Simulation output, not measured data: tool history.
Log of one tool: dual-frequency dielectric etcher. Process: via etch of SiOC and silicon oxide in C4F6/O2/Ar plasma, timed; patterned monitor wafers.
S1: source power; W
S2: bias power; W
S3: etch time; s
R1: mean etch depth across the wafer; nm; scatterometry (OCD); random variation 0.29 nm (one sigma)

run	day	S1	S2	S3	R1
1	0	330	215	112.5	122.78
2	0.304	290	188	112.5	110.85
3	0.529	330	188	112.5	116.06
4	0.775	330	220	112.5	123.42
5	1.004	290	195	112.5	113.19
6	1.042	260	175	112.5	104.54

Run 7 comes next. What will it give?
7	1.217	240	164	112.5	?

{"run 7": {"R1": 98.782}}
